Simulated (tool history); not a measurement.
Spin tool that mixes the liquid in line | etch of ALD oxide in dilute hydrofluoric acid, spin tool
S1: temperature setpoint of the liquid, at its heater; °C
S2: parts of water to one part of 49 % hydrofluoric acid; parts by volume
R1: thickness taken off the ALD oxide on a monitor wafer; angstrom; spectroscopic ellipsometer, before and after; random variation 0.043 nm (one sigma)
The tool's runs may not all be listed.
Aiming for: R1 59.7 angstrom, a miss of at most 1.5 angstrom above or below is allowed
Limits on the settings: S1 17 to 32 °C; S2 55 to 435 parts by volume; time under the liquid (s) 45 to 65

run 1 hour=0 | S1=24 S2=245 time_under_the_liquid_(s)=65 | R1=44.963
run 2 hour=6.7 | S1=22 S2=245 time_under_the_liquid_(s)=65 | R1=41.639
run 3 hour=11 | S1=22 S2=295 time_under_the_liquid_(s)=65 | R1=32.914
run 4 hour=17.4 | S1=24.5 S2=280 time_under_the_liquid_(s)=65 | R1=38.344
run 5 hour=19 | S1=23 S2=280 time_under_the_liquid_(s)=65 | R1=36.038
run 6 hour=27.2 | S1=25 S2=270 time_under_the_liquid_(s)=65 | R1=40.772
run 7 hour=33 | S1=26.5 S2=260 time_under_the_liquid_(s)=65 | R1=45.15
run 8 hour=36.3 | S1=27.5 S2=255 time_under_the_liquid_(s)=65 | R1=47.809
run 9 hour=38.8 | S1=28.5 S2=250 time_under_the_liquid_(s)=65 | R1=50.63
run 10 hour=44.5 | S1=29.5 S2=245 time_under_the_liquid_(s)=65 | R1=54.172

Of the 4 settings listed for the next run, only one would bring every result within its allowed miss of target. Which one?
run A hour=50.2 | S1=30.5 S2=220 time_under_the_liquid_(s)=65 | R1=?
run B hour=50.2 | S1=32 S2=180 time_under_the_liquid_(s)=45 | R1=?
run C hour=50.2 | S1=27.5 S2=195 time_under_the_liquid_(s)=45 | R1=?
run D hour=50.2 | S1=29 S2=240 time_under_the_liquid_(s)=65 | R1=?

move=A R1=63.169
move=B R1=59.165
move=C R1=45.796
move=D R1=53.752
A: the result that was furthest off in the last run now lies on the other side of its target
B: all results land within tolerance of their targets
C: lands further from the targets than the last run did
D: lands further from the targets than the last run did
The move that meets every target is B.
